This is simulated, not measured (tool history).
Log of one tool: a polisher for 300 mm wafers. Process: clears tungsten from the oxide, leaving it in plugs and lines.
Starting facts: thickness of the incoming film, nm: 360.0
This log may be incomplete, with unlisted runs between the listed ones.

run,hour,flow of slurry (ml/min),pressure of the wafer on the pad (psi),speed of the pad under the wafer (cm/s),abrasive content of the slurry,overpolish time after the end point (s),time until the end point was called (s)
1,0,250,4.3,134,1,9,40.557
2,0.6,250,4.3,160,1,9,34.659
3,3.7,250,3.6,156,1,9,41.697
4,8.9,250,3.1,152,1,9,48.791
5,10.9,250,2.8,150,1,9,53.558
6,14.7,250,2.5,150,1,9,59.118
7,20,250,2.4,150,1,9,60.241

Expected results for the next run?
8,26.4,250,2.4,150,1,9,?

time until the end point was called (s): 61.385
